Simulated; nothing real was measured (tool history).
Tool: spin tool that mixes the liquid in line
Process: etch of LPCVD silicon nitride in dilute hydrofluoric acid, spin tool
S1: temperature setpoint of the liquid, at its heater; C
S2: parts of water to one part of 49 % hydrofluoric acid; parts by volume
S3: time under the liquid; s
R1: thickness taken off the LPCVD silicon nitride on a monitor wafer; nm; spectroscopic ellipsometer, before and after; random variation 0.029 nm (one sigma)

{"run": 1, "hour": 0.0, "S1": 24.0, "S2": 130, "S3": 305, "R1": 1.3969}
{"run": 2, "hour": 1.3, "S1": 23.0, "S2": 140, "S3": 305, "R1": 1.1902}
{"run": 3, "hour": 8.0, "S1": 22.5, "S2": 145, "S3": 305, "R1": 1.1144}
{"run": 4, "hour": 12.7, "S1": 22.0, "S2": 150, "S3": 305, "R1": 1.0336}
{"run": 5, "hour": 18.0, "S1": 22.0, "S2": 135, "S3": 305, "R1": 1.1206}
{"run": 6, "hour": 25.1, "S1": 22.0, "S2": 100, "S3": 305, "R1": 1.5172}
{"run": 7, "hour": 32.9, "S1": 21.5, "S2": 110, "S3": 305, "R1": 1.3585}
{"run": 8, "hour": 41.8, "S1": 21.0, "S2": 120, "S3": 305, "R1": 1.1915}
{"run": 9, "hour": 44.8, "S1": 20.5, "S2": 125, "S3": 305, "R1": 1.0813}

Run 10 comes next. What will it give?
{"run": 10, "hour": 48.0, "S1": 20.0, "S2": 130, "S3": 305, "R1": "?"}

{"run 10": {"R1": 1.0543}}
